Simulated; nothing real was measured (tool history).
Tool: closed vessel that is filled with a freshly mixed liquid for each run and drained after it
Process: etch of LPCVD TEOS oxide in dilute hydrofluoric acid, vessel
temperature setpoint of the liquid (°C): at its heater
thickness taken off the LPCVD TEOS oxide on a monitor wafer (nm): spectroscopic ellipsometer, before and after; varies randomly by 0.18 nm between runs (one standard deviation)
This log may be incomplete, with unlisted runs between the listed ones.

run  hour  temperature setpoint of the liquid (°C)  parts of water to one part of 49 % hydrofluoric acid (parts by volume)  time in the liquid (s)  thickness taken off the LPCVD TEOS oxide on a monitor wafer (nm)
  1     0                                       21                                                                     240                      95                                                            10.474
  2   4.4                                       21                                                                     280                      95                                                            8.5588
  3   8.3                                     17.5                                                                     280                      95                                                            7.5401
  4  12.2                                       21                                                                     225                      95                                                            11.312
  5    17                                       21                                                                     225                     100                                                            11.904
  6  19.6                                     23.5                                                                     185                     100                                                            16.382
  7  20.6                                       25                                                                     165                     100                                                            19.942
  8  28.9                                       26                                                                     155                     100                                                            22.419
  9  33.8                                       27                                                                     150                     100                                                            24.239

What does the tool deliver on the next run?
 10  36.1                                     27.5                                                                     150                     100                                                                 ?

thickness taken off the LPCVD TEOS oxide on a monitor wafer (nm): 24.384
